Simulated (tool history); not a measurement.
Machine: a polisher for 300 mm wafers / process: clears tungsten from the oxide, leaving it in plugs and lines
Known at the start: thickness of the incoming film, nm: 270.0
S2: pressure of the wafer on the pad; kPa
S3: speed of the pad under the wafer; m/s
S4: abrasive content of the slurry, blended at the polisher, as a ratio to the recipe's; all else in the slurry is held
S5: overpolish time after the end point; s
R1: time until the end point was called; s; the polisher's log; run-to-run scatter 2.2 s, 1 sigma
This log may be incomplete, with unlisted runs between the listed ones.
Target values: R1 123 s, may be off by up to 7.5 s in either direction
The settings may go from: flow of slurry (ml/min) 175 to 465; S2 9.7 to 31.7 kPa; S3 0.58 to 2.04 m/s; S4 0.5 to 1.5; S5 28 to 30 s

{"run": 1, "hour": 0.0, "flow of slurry (ml/min)": 295, "S2": 20.7, "S3": 1.3, "S4": 1, "S5": 28, "R1": 51.609}
{"run": 2, "hour": 7.1, "flow of slurry (ml/min)": 295, "S2": 19.3, "S3": 1.22, "S4": 1, "S5": 28, "R1": 59.038}
{"run": 3, "hour": 10.7, "flow of slurry (ml/min)": 295, "S2": 17.9, "S3": 1.16, "S4": 1, "S5": 28, "R1": 66.078}
{"run": 4, "hour": 18.3, "flow of slurry (ml/min)": 295, "S2": 13.1, "S3": 1.16, "S4": 1, "S5": 28, "R1": 84.653}
{"run": 5, "hour": 23.9, "flow of slurry (ml/min)": 295, "S2": 13.1, "S3": 1.28, "S4": 1, "S5": 28, "R1": 75.708}
{"run": 6, "hour": 31.6, "flow of slurry (ml/min)": 295, "S2": 13.1, "S3": 1.28, "S4": 1, "S5": 30, "R1": 78.956}
{"run": 7, "hour": 39.1, "flow of slurry (ml/min)": 295, "S2": 12.4, "S3": 1.22, "S4": 1, "S5": 30, "R1": 83.228}
{"run": 8, "hour": 45.5, "flow of slurry (ml/min)": 295, "S2": 11.7, "S3": 1.16, "S4": 1, "S5": 30, "R1": 92.786}
{"run": 9, "hour": 47.9, "flow of slurry (ml/min)": 295, "S2": 11.7, "S3": 1.12, "S4": 1, "S5": 30, "R1": 96.428}
{"run": 10, "hour": 55.7, "flow of slurry (ml/min)": 295, "S2": 11.7, "S3": 1.1, "S4": 1, "S5": 30, "R1": 100.32}
{"run": 11, "hour": 60.6, "flow of slurry (ml/min)": 295, "S2": 11.7, "S3": 1.08, "S4": 1, "S5": 30, "R1": 99.387}
{"run": 12, "hour": 67.8, "flow of slurry (ml/min)": 295, "S2": 11.7, "S3": 1.06, "S4": 1, "S5": 30, "R1": 101.95}
{"run": 13, "hour": 72.8, "flow of slurry (ml/min)": 295, "S2": 11.7, "S3": 1.04, "S4": 1, "S5": 30, "R1": 105.22}

4 next moves are on the table. One of them brings every result within its allowed miss. Which?
{"run": "A", "hour": 77.8, "flow of slurry (ml/min)": 285, "S2": 13.1, "S3": 0.7, "S4": 1.05, "S5": 30, "R1": "?"}
{"run": "B", "hour": 77.8, "flow of slurry (ml/min)": 310, "S2": 11, "S3": 0.92, "S4": 1, "S5": 28, "R1": "?"}
{"run": "C", "hour": 77.8, "flow of slurry (ml/min)": 220, "S2": 12.4, "S3": 1.12, "S4": 1.15, "S5": 28, "R1": "?"}
{"run": "D", "hour": 77.8, "flow of slurry (ml/min)": 280, "S2": 13.1, "S3": 1.1, "S4": 1.05, "S5": 29, "R1": "?"}

move=A R1=136.67
move=B R1=121.23
move=C R1=91.028
move=D R1=88.827
A: pushes the last run's worst result past its target
B: all results land within tolerance of their targets
C: the biggest miss grows against the last run
D: the biggest miss grows against the last run
Correct choice: B, which meets every target

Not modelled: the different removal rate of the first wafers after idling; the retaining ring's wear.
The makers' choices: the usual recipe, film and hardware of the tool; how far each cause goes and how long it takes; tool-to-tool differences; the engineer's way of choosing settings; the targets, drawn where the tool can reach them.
